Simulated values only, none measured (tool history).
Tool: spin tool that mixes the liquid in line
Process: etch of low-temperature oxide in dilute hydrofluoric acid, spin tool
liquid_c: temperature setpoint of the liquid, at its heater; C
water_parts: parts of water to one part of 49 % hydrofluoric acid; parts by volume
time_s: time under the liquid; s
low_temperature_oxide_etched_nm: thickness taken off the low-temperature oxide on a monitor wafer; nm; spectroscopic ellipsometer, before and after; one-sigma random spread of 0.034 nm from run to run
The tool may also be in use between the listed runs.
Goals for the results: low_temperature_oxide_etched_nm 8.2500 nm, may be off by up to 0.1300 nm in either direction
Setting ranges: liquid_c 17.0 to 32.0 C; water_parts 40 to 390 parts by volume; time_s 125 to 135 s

run	hour	liquid_c	water_parts	time_s	low_temperature_oxide_etched_nm
1	0.0	24.0	215	125	11.7380
2	7.0	23.0	215	125	11.2900
3	11.1	22.0	215	125	10.7670
4	16.6	21.5	215	125	10.6610
5	20.4	21.5	155	125	15.4890
6	28.6	21.0	165	125	14.2270
7	33.7	20.5	175	125	13.0870
# hour 36.7: hydrofluoric acid flow meter replaced
8	36.7	20.0	180	125	10.9590
9	39.0	19.5	180	125	10.6700
10	43.0	19.0	180	125	10.4970

Exactly one of the 4 candidate moves below puts every result within its allowed miss. Which one?
A	47.0	17.5	185	125	?
B	47.0	20.5	150	135	?
C	47.0	19.5	150	135	?
D	47.0	17.0	205	125	?

move	low_temperature_oxide_etched_nm
A	9.5525
B	14.8450
C	14.2660
D	8.2953
A: nearer the targets than the last run, but a result is still out of spec
B: the biggest miss grows against the last run
C: the biggest miss grows against the last run
D: meets every target
D meets every target.
